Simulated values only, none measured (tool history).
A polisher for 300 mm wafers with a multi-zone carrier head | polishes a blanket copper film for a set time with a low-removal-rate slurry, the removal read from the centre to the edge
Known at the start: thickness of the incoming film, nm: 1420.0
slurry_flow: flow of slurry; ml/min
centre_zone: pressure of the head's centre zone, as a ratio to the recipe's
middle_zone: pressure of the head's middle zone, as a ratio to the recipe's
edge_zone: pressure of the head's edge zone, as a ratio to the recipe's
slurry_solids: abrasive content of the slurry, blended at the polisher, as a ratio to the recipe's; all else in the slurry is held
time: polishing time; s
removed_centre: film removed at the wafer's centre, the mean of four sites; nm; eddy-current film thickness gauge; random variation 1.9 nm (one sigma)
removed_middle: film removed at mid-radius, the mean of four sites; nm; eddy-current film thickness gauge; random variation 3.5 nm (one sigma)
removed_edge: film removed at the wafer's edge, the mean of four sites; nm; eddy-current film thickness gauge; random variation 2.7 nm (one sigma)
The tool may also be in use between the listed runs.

run,hour,slurry_flow,centre_zone,middle_zone,edge_zone,slurry_solids,time,removed_centre,removed_middle,removed_edge
1,0,270,1,1,1,1,69,240.45,234.94,241.63
2,6.6,270,1,0.92,1,1,69,242.68,224.05,243.67
3,10.7,270,1,0.92,0.97,1,69,246.31,224.59,241.24
4,13.2,225,1,0.92,0.97,1,69,237.4,223.62,236.4
5,20.5,230,0.99,0.92,1,1.1,71,246.36,233.12,251.83
# hour 23.8: worn pad replaced by a new one
6,23.8,240,0.98,0.92,1.03,1.15,72,269.18,250.04,284.11
7,26.2,255,0.97,0.93,1.04,1.15,72,271.47,267.39,283.34
8,33.9,250,0.96,0.91,1.06,1.15,72,267.4,252.22,286.61

Forecast run 9:
9,36,265,0.95,0.91,1.08,1.15,72,?,?,?

{"run 9": {"removed_centre": 268.41, "removed_middle": 256.97, "removed_edge": 289.52}}
